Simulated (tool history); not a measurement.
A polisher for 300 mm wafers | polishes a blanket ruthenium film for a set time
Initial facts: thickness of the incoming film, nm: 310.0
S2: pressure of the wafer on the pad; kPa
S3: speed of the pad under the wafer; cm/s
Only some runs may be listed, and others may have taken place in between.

{"run": 1, "hour": 0.0, "flow of slurry (ml/min)": 190, "S2": 17.2, "S3": 76, "polishing time (s)": 53, "film removed (angstrom)": 481.85}
{"run": 2, "hour": 8.8, "flow of slurry (ml/min)": 185, "S2": 15.9, "S3": 70, "polishing time (s)": 53, "film removed (angstrom)": 415.19}
{"run": 3, "hour": 15.7, "flow of slurry (ml/min)": 185, "S2": 14.5, "S3": 64, "polishing time (s)": 53, "film removed (angstrom)": 344.07}
{"run": 4, "hour": 19.1, "flow of slurry (ml/min)": 225, "S2": 14.5, "S3": 64, "polishing time (s)": 53, "film removed (angstrom)": 356.97}
{"run": 5, "hour": 21.0, "flow of slurry (ml/min)": 225, "S2": 13.1, "S3": 60, "polishing time (s)": 53, "film removed (angstrom)": 303.82}
{"run": 6, "hour": 29.4, "flow of slurry (ml/min)": 225, "S2": 13.1, "S3": 78, "polishing time (s)": 53, "film removed (angstrom)": 390.17}
{"run": 7, "hour": 38.0, "flow of slurry (ml/min)": 225, "S2": 12.4, "S3": 72, "polishing time (s)": 53, "film removed (angstrom)": 345.16}
{"run": 8, "hour": 40.5, "flow of slurry (ml/min)": 225, "S2": 11.7, "S3": 68, "polishing time (s)": 53, "film removed (angstrom)": 306.55}
{"run": 9, "hour": 45.5, "flow of slurry (ml/min)": 225, "S2": 11, "S3": 66, "polishing time (s)": 53, "film removed (angstrom)": 280.87}
{"run": 10, "hour": 48.5, "flow of slurry (ml/min)": 220, "S2": 10.3, "S3": 64, "polishing time (s)": 53, "film removed (angstrom)": 257.29}
{"run": 11, "hour": 51.2, "flow of slurry (ml/min)": 215, "S2": 9.7, "S3": 62, "polishing time (s)": 53, "film removed (angstrom)": 236.99}
{"run": 12, "hour": 51.9, "flow of slurry (ml/min)": 210, "S2": 9, "S3": 60, "polishing time (s)": 53, "film removed (angstrom)": 208.29}
{"run": 13, "hour": 53.5, "flow of slurry (ml/min)": 210, "S2": 9, "S3": 60, "polishing time (s)": 53, "film removed (angstrom)": 208.04}
{"run": 14, "hour": 57.8, "flow of slurry (ml/min)": 200, "S2": 9, "S3": 60, "polishing time (s)": 53, "film removed (angstrom)": 208.58}
{"run": 15, "hour": 65.1, "flow of slurry (ml/min)": 190, "S2": 9, "S3": 60, "polishing time (s)": 53, "film removed (angstrom)": 206.14}
{"run": 16, "hour": 66.5, "flow of slurry (ml/min)": 185, "S2": 9, "S3": 60, "polishing time (s)": 53, "film removed (angstrom)": 205.42}
{"run": 17, "hour": 71.3, "flow of slurry (ml/min)": 180, "S2": 9, "S3": 60, "polishing time (s)": 53, "film removed (angstrom)": 204.87}

Run 18 is up next; what results do you expect?
{"run": 18, "hour": 74.7, "flow of slurry (ml/min)": 175, "S2": 9, "S3": 60, "polishing time (s)": 53, "film removed (angstrom)": "?"}

film removed (angstrom): 206.7

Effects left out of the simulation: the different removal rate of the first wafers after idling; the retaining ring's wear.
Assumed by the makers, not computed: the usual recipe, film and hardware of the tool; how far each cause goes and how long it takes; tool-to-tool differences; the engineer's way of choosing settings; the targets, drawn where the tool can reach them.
